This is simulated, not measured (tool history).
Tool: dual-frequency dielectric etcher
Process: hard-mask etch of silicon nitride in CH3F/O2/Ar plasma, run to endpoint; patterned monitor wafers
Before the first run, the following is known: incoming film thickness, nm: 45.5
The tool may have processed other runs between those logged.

Run 1, day 0: source power (W) 350, bias power (W) 94. Result: endpoint time (s) 66.414.
Run 2, day 0.204: source power (W) 320, bias power (W) 93. Result: endpoint time (s) 71.799.
Run 3, day 0.542: source power (W) 320, bias power (W) 102. Result: endpoint time (s) 67.573.
Run 4, day 0.654: source power (W) 270, bias power (W) 102. Result: endpoint time (s) 75.642.
Run 5, day 0.85: source power (W) 290, bias power (W) 102. Result: endpoint time (s) 71.958.
Run 6, day 1.062: source power (W) 350, bias power (W) 102. Result: endpoint time (s) 63.613.
Run 7, day 1.412: source power (W) 330, bias power (W) 102. Result: endpoint time (s) 65.882.

Run 8 has not been measured yet. What should we expect?
Run 8, day 1.788: source power (W) 310, bias power (W) 102. Result: endpoint time (s) ?.

endpoint time (s): 68.624
